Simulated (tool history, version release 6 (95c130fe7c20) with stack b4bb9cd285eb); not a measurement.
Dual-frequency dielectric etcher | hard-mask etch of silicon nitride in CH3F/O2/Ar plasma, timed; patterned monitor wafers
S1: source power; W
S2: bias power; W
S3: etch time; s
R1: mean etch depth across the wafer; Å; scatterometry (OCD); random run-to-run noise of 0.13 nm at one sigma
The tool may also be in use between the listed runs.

run	day	S1	S2	S3	R1
1	0.000	290	59	86.5	539.68
2	0.146	320	59	86.5	567.99
3	0.325	350	59	86.5	591.71
4	0.438	320	58	86.5	563.47
5	0.796	320	48	86.5	519.08
6	1.138	310	48	86.5	510.94
7	1.321	300	48	86.5	501.08

Run 8 comes next. What will it give?
8	1.454	260	47	86.5	?

{"run 8": {"R1": 458.8}}

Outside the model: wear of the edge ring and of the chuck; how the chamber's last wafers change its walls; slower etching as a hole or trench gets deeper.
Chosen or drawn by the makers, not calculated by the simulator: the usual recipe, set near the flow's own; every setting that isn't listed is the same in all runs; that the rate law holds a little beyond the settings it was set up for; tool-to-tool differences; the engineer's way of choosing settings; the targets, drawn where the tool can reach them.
